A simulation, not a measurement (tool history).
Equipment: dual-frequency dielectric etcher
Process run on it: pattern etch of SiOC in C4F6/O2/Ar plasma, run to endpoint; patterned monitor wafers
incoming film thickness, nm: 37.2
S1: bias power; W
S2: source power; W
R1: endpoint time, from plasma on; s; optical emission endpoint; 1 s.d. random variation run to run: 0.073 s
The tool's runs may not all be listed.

run,hour,S1,S2,R1
1,0,429,390,13.691
2,2.3,458,400,13.274
3,11.2,409,400,13.928
4,15.6,467,400,13.117
5,18.5,486,400,12.884
6,22.6,486,360,13.413
7,31.5,507,370,12.98

What will run 8 give?
8,33.8,524,370,?

{"run 8": {"R1": 12.73}}
